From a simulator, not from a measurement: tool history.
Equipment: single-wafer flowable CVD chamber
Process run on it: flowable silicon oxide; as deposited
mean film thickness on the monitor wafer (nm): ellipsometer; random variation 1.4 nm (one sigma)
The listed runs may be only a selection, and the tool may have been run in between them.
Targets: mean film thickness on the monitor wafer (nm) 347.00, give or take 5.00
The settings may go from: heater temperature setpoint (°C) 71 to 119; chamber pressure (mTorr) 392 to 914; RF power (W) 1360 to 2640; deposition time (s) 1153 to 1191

run,day,heater temperature setpoint (°C),chamber pressure (mTorr),RF power (W),deposition time (s),mean film thickness on the monitor wafer (nm)
1,0.000,95,653,2000,1153,540.42
2,0.183,97,653,2000,1153,511.24
3,0.379,99,653,2000,1153,475.83
4,0.621,99,653,2000,1191,492.66
5,0.871,101,653,2000,1191,462.94
6,0.983,101,542,2000,1191,387.94
7,1.029,102,542,2000,1191,374.36
8,1.225,103,542,2000,1191,363.53
9,1.283,103,542,2000,1191,365.15
10,1.496,104,542,2000,1191,352.79
11,1.604,105,542,2000,1191,341.02
# day 1.821: thermocouple changed; heater temperature recalibrated
12,1.821,104,542,2000,1191,388.82

Next run, 5 choices. One meets every target within its allowed miss, the rest don't. Which?
A,2.038,100,397,2370,1156,?
B,2.038,108,575,1745,1159,?
C,2.038,102,599,2000,1156,?
D,2.038,110,572,1975,1186,?
E,2.038,108,534,2185,1166,?

move,mean film thickness on the monitor wafer (nm)
A,328.54
B,346.36
C,441.77
D,337.30
E,334.23
A: the result that was furthest off in the last run now lies on the other side of its target
B: meets every target
C: the biggest miss grows against the last run
D: the result that was furthest off in the last run now lies on the other side of its target
E: the result that was furthest off in the last run now lies on the other side of its target
So the answer is move B, the one that meets all the targets.
